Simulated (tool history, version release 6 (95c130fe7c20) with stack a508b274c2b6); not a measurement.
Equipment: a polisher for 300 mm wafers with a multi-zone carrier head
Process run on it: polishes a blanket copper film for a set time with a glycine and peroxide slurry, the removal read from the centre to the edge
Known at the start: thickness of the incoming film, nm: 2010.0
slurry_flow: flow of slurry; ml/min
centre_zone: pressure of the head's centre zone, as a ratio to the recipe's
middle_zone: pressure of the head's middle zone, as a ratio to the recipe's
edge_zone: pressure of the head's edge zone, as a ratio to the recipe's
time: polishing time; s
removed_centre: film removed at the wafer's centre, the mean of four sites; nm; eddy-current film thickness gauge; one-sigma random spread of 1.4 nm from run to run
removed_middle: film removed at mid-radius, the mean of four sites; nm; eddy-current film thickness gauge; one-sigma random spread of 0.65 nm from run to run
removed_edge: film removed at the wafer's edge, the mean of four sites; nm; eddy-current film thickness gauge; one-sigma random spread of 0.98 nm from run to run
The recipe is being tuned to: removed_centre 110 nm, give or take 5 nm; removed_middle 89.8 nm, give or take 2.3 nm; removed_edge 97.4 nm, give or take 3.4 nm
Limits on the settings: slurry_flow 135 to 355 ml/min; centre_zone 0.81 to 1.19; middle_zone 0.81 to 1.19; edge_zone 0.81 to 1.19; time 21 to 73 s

run  hour  slurry_flow  centre_zone  middle_zone  edge_zone  time  removed_centre  removed_middle  removed_edge
  1     0          225            1            1          1    47          161.64          161.66        163.37
  2   6.7          220         1.01         0.98       0.98    44          155.08           148.1        148.15
  3  10.7          215            1         0.96       0.97    42          144.13          138.62        142.37
  4  14.4          215            1         0.92       0.97    42          146.61           135.1        143.63
  5  21.4          270            1         0.92       0.97    42          149.82          135.51        147.47
  6  26.7          265            1         0.91       0.95    40          142.36          128.96        137.25
  7  29.5          265            1          0.9       0.94    38          134.43          121.81        128.25
  8  31.4          265            1          0.9       0.94    38          132.98          121.92        129.73
  9  34.5          265         1.01         0.89       0.93    37          131.33          118.76         125.7
 10  38.7          265         1.02         0.88       0.93    36          130.66          113.16        123.45
 11  40.7          260         1.02         0.87       0.92    35          125.69          109.29        120.85
 12  42.9          260         1.02         0.87       0.92    35          123.19          108.75        119.86
 13  49.5          260         1.04         0.87        0.9    34          125.16          106.52        113.25

Below are 4 possible settings for the next run. Only one of them brings all results inside the allowed miss of their targets. Which is it?
  A  56.1          260         1.08         0.86       0.89    29               ?               ?             ?
  B  56.1          215         0.95         0.86       0.91    42               ?               ?             ?
  C  56.1          210         0.85         0.89       0.84    37               ?               ?             ?
  D  56.1          280         1.13         0.86       0.81    28               ?               ?             ?

move  removed_centre  removed_middle  removed_edge
   A          110.56          88.529         95.48
   B          137.94          126.01        137.82
   C          108.36             114        116.84
   D          112.54          86.024         88.83
A: hits every target within its allowed miss
B: further off than the last run
C: further off than the last run
D: takes the biggest miss from the last run beyond its target
A meets every target.

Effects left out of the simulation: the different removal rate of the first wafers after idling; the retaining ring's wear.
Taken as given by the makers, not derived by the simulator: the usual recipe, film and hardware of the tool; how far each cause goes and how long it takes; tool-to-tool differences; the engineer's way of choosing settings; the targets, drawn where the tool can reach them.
